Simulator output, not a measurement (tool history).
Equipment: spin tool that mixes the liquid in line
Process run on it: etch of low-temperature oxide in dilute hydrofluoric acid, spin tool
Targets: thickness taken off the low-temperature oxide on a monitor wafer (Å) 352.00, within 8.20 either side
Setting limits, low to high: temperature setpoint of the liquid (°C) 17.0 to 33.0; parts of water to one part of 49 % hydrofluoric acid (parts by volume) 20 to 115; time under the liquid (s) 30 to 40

run	hour	temperature setpoint of the liquid (°C)	parts of water to one part of 49 % hydrofluoric acid (parts by volume)	time under the liquid (s)	thickness taken off the low-temperature oxide on a monitor wafer (Å)
1	0.0	25.0	65	40	229.52
2	7.6	22.5	65	40	204.49
3	11.2	24.0	65	40	219.98
4	18.7	24.0	85	40	162.66
5	19.9	26.5	85	40	182.60
6	25.6	26.5	85	30	135.47
7	34.1	27.5	75	30	163.06
8	37.7	28.0	65	30	190.75
9	46.1	28.5	55	30	235.19
10	53.7	29.0	50	30	267.64
11	59.0	29.5	50	30	273.77
12	61.6	30.0	50	30	276.04
13	70.2	30.5	50	30	283.43

4 next moves are on the table. One of them brings every result within its allowed miss. Which?
A	78.8	31.0	50	35	?
B	78.8	31.0	50	40	?
C	78.8	29.5	45	35	?
D	78.8	33.0	40	30	?

move	thickness taken off the low-temperature oxide on a monitor wafer (Å)
A	333.54
B	381.19
C	352.13
D	392.55
A: nearer the targets than the last run, but a result is still out of spec
B: carries the result that was furthest off beyond its target, to the other side
C: all results land within tolerance of their targets
D: carries the result that was furthest off beyond its target, to the other side
C meets every target.

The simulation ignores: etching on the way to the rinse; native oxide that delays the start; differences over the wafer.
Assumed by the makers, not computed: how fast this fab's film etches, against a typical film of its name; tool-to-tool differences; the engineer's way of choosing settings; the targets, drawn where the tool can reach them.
